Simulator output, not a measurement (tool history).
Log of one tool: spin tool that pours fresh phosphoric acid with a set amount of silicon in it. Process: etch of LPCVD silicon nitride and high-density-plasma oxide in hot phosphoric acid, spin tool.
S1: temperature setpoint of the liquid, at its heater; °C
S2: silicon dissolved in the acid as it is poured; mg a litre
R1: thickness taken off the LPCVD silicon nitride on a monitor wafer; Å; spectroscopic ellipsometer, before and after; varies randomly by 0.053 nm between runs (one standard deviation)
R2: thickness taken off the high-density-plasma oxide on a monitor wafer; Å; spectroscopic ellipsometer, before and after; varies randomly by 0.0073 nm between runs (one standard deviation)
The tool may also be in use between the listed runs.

Run 1, hour 0.0: S1 160.0 °C, S2 14.0 mg a litre, time under the liquid (s) 180. Result: R1 153.410 Å, R2 7.3950 Å.
Run 2, hour 7.7: S1 162.0 °C, S2 14.0 mg a litre, time under the liquid (s) 180. Result: R1 162.830 Å, R2 7.7163 Å.
Run 3, hour 9.2: S1 162.0 °C, S2 20.5 mg a litre, time under the liquid (s) 180. Result: R1 158.890 Å, R2 6.5123 Å.
Run 4, hour 13.1: S1 161.5 °C, S2 22.5 mg a litre, time under the liquid (s) 155. Result: R1 138.660 Å, R2 5.1020 Å.
Run 5, hour 15.1: S1 163.5 °C, S2 22.5 mg a litre, time under the liquid (s) 155. Result: R1 145.280 Å, R2 6.3193 Å.
Run 6, hour 19.5: S1 163.0 °C, S2 23.5 mg a litre, time under the liquid (s) 135. Result: R1 125.350 Å, R2 5.0525 Å.
Run 7, hour 20.8: S1 160.5 °C, S2 26.0 mg a litre, time under the liquid (s) 45. Result: R1 38.719 Å, R2 1.3063 Å.
Run 8, hour 24.1: S1 161.0 °C, S2 27.0 mg a litre, time under the liquid (s) 50. Result: R1 43.652 Å, R2 1.4976 Å.
Run 9, hour 29.0: S1 161.0 °C, S2 27.5 mg a litre, time under the liquid (s) 55. Result: R1 48.333 Å, R2 1.4084 Å.
Run 10, hour 33.7: S1 161.5 °C, S2 28.0 mg a litre, time under the liquid (s) 55. Result: R1 48.424 Å, R2 1.6159 Å.
Run 11, hour 35.2: S1 160.5 °C, S2 31.0 mg a litre, time under the liquid (s) 115. Result: R1 98.129 Å, R2 2.6797 Å.
Run 12, hour 42.1: S1 160.0 °C, S2 30.0 mg a litre, time under the liquid (s) 115. Result: R1 95.678 Å, R2 2.8808 Å.
Run 13, hour 44.2: S1 159.5 °C, S2 30.0 mg a litre, time under the liquid (s) 110. Result: R1 90.425 Å, R2 2.4861 Å.
Run 14, hour 53.2: S1 157.5 °C, S2 21.0 mg a litre, time under the liquid (s) 45. Result: R1 34.836 Å, R2 1.1240 Å.

Predict the results of run 15:
Run 15, hour 57.6: S1 158.0 °C, S2 22.5 mg a litre, time under the liquid (s) 50. Result: R1 ?, R2 ?.

{"run 15": {"R1": 40.081, "R2": 1.294}}
